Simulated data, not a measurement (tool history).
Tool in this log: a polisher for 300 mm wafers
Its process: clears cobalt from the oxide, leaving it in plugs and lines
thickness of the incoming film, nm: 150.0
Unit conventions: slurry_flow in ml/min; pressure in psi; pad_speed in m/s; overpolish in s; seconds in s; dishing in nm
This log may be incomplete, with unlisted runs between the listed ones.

| run | hour | slurry_flow | pressure | pad_speed | overpolish | seconds | dishing |
|---|---|---|---|---|---|---|---|
| 1 | 0.0 | 200 | 1.6 | 0.90 | 10 | 42.832 | 26.579 |
| 2 | 7.5 | 200 | 1.7 | 0.90 | 10 | 41.002 | 27.199 |
| 3 | 15.7 | 200 | 1.7 | 0.68 | 10 | 52.962 | 22.011 |
| 4 | 21.8 | 165 | 1.7 | 0.68 | 10 | 54.568 | 22.056 |
| 5 | 24.9 | 170 | 1.8 | 0.72 | 10 | 50.554 | 23.521 |
| 6 | 26.5 | 170 | 1.8 | 0.72 | 7 | 49.795 | 17.018 |
| 7 | 33.9 | 175 | 1.9 | 0.76 | 7 | 45.890 | 19.353 |
| 8 | 37.9 | 180 | 2.4 | 1.02 | 5 | 29.621 | 20.266 |
| 9 | 45.9 | 180 | 2.4 | 1.04 | 6 | 28.899 | 23.369 |
| 10 | 48.9 | 185 | 2.4 | 1.06 | 6 | 28.335 | 24.880 |
| 11 | 53.1 | 190 | 2.4 | 1.08 | 6 | 27.429 | 25.104 |
| 12 | 57.9 | 195 | 2.4 | 1.08 | 6 | 27.377 | 25.000 |
|  | 66.4 | head pressure recalibrated |
| 13 | 66.4 | 200 | 2.4 | 1.08 | 6 | 26.671 | 25.824 |
| 14 | 68.8 | 210 | 2.4 | 1.08 | 6 | 26.846 | 25.715 |

The next listed run, before its measurement:
| 15 | 69.9 | 215 | 2.4 | 1.08 | 6 | ? | ? |

{"run 15": {"seconds": 26.022, "dishing": 25.398}}
